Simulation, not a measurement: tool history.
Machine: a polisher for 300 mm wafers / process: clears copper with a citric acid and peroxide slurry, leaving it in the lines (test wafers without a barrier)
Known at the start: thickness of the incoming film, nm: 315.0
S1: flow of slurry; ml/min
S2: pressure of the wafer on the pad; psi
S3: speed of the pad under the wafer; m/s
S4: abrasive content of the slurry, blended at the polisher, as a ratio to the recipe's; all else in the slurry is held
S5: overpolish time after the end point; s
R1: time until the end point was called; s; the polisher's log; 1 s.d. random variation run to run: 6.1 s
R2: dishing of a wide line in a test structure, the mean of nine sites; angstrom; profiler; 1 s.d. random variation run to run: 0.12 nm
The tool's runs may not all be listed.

run	day	S1	S2	S3	S4	S5	R1	R2
1	0	280	2.2	1.28	1	22	175.83	296.35
2	0.179	280	2.1	1.22	1	20	188.75	239.69
3	0.533	280	2	1.16	1	19	211.37	214.65
4	0.675	280	2	0.94	1	19	248.25	176.39
5	0.75	280	2	0.94	1	27	264.32	248.44
6	1.067	280	2	0.9	1	25	267.84	219.3
7	1.179	280	2	0.86	1	23	278.56	194.45
8	1.367	280	2	0.84	1	21	284.26	178.06
9	1.562	280	1.9	0.84	1	19	295.78	148.42
10	1.721	280	1.9	0.84	1	18	298.02	147.57
11	1.912	280	1.9	0.84	1	17	304.13	141.29

Forecast run 12:
12	2.042	280	1.9	0.84	1	16	?	?

Run 12 gave R1 305.98 s, R2 130.06 angstrom.

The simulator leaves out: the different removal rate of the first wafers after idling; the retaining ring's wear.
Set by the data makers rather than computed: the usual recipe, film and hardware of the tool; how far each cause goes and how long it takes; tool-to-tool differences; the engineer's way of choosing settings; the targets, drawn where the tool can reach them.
